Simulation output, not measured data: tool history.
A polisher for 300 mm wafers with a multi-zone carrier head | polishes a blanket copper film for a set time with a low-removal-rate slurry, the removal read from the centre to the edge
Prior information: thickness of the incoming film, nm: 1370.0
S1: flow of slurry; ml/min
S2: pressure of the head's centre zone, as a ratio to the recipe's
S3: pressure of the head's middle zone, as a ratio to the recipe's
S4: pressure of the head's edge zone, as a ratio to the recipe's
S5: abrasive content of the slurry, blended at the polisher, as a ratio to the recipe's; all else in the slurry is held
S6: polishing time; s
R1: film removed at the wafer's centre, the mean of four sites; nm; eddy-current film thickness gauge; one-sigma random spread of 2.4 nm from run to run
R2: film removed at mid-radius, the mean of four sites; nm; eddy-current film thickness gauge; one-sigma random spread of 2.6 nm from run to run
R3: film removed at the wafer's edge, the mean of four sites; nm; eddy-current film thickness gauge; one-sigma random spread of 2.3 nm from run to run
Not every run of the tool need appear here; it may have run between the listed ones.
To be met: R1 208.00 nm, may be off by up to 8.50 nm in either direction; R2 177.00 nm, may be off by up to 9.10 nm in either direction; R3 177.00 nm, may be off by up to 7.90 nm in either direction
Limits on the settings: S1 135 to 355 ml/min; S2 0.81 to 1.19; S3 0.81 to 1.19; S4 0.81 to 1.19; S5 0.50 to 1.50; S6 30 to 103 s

run    day   S1    S2    S3    S4    S5  S6      R1      R2      R3
  1  0.000  225  1.00  1.00  1.00  1.00  66  146.63  144.33  147.80
  2  0.083  225  1.00  1.00  1.00  1.00  78  171.77  173.97  177.57
  3  0.346  225  1.00  1.00  0.97  1.00  78  171.07  170.57  172.07
  4  0.704  225  0.96  1.00  0.97  1.00  78  166.61  171.60  174.12
  5  1.050  225  0.96  1.00  0.89  1.00  78  163.33  174.03  165.89
  6  1.092  235  1.01  0.99  0.90  1.05  78  177.16  176.16  166.80
  7  1.158  245  1.04  0.98  0.92  1.05  78  183.69  174.00  168.63
  8  1.212  250  1.06  0.97  0.93  1.05  78  187.46  171.62  174.85
  9  1.354  260  1.08  0.97  0.93  1.05  78  193.38  171.43  171.22
 10  1.479  265  1.09  0.97  0.94  1.05  78  196.08  172.83  173.18
 11  1.742  270  1.10  0.97  0.94  1.05  78  196.63  169.18  171.94

4 next moves are on the table. One of them brings every result within its allowed miss. Which?
  A  2.004  265  1.05  0.83  1.15  1.15  78   ?   ?   ?
  B  2.004  345  1.00  1.06  0.95  1.15  77   ?   ?   ?
  C  2.004  295  1.12  0.97  0.92  1.05  80   ?   ?   ?
  D  2.004  220  0.94  1.02  0.95  1.20  85   ?   ?   ?

move      R1      R2      R3
   A  192.33  155.78  190.10
   B  187.78  193.66  175.96
   C  210.36  180.37  174.92
   D  183.13  196.32  187.06
A: misses by more than the last run did
B: misses by more than the last run did
C: hits every target within its allowed miss
D: misses by more than the last run did
Answer: C

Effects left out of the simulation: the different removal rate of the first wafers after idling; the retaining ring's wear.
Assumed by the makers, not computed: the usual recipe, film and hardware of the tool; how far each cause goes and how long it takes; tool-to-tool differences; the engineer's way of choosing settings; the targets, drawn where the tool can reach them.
